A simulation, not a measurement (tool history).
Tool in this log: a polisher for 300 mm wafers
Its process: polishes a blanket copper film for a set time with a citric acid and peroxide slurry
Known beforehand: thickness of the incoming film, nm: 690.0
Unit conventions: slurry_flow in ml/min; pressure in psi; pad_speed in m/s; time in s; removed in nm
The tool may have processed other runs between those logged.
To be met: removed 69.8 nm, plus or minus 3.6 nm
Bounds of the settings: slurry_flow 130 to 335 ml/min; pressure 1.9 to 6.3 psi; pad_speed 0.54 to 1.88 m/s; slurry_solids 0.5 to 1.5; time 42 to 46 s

run	hour	slurry_flow	pressure	pad_speed	slurry_solids	time	removed
1	0	215	4.1	1.2	1	46	160.75
2	8.3	215	3.6	1.1	1	46	135.15
3	11.6	240	3.6	1.1	1	46	136.52
4	18.4	240	3.6	1.1	1.1	46	135.84
5	20	240	3.2	1.1	1.1	46	125.17
6	20.6	240	3.2	1.1	1.25	46	129.84
7	25.7	240	2.9	1	1.25	46	109.28
8	28.1	240	2.7	0.94	1.25	46	97.107
9	36.5	240	2.5	0.9	1.25	46	86.396
10	42.9	240	2.3	0.88	1.25	46	78.716
11	45.5	240	2.2	0.88	1.25	46	76.422

Pick the move, out of 4, that brings all results within their allowed miss; only one does.
A	48.1	270	2.6	0.66	1.15	44	?
B	48.1	250	2.1	0.98	1.25	46	?
C	48.1	195	2.4	0.72	1.15	43	?
D	48.1	240	1.9	0.92	1.35	42	?

move	removed
A	69.618
B	78.547
C	62.987
D	62.83
A: every result lands within tolerance
B: further off than the last run
C: moves the result that the last run missed by most past its target, out the other side
D: moves the result that the last run missed by most past its target, out the other side
A meets every target.

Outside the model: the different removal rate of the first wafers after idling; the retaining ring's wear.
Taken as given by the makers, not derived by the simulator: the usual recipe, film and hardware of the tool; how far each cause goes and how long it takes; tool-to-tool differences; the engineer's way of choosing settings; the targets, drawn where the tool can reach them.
